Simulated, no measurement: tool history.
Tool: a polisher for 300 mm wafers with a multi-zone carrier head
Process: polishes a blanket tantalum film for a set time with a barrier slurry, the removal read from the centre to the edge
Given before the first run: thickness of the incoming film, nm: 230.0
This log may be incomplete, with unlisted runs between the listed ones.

run    day  flow of slurry (ml/min)  pressure of the head's centre zone  pressure of the head's middle zone  pressure of the head's edge zone  abrasive content of the slurry  polishing time (s)  film removed at the wafer's centre (Å)  film removed at mid-radius (Å)  film removed at the wafer's edge (Å)
  1  0.000                      240                                1.00                                1.00                              1.00                            1.00                  45                                  531.92                          515.93                                538.85
  2  0.321                      265                                1.00                                1.00                              1.00                            1.00                  45                                  549.94                          524.97                                533.54
  3  0.600                      265                                1.00                                1.00                              1.00                            0.85                  45                                  530.09                          508.59                                519.31
  4  0.712                      265                                0.98                                0.99                              0.99                            0.80                  42                                  471.84                          456.04                                466.98
  5  0.854                      265                                0.98                                0.93                              0.99                            0.80                  42                                  471.30                          429.79                                467.99
  6  1.004                      300                                0.98                                0.93                              0.99                            0.80                  42                                  486.51                          433.89                                476.09
  7  1.033                      290                                0.96                                0.93                              0.97                            0.75                  40                                  436.52                          402.02                                440.15
  8  1.325                      285                                0.95                                0.94                              0.95                            0.70                  38                                  401.79                          383.41                                401.88
  9  1.496                      280                                0.94                                0.93                              0.93                            0.65                  37                                  389.81                          369.55                                380.73
 10  1.521                      275                                0.92                                0.93                              0.92                            0.65                  36                                  367.02                          353.38                                367.92
 11  1.550                      270                                0.91                                0.93                              0.91                            0.65                  35                                  353.05                          346.74                                356.90
 12  1.679                      265                                0.90                                0.93                              0.90                            0.65                  34                                  343.14                          333.54                                347.29

Forecast run 13:
 13  1.946                      260                                0.89                                0.93                              0.89                            0.65                  33                                       ?                               ?                                     ?

film removed at the wafer's centre (Å): 321.18
film removed at mid-radius (Å): 323.67
film removed at the wafer's edge (Å): 335.13
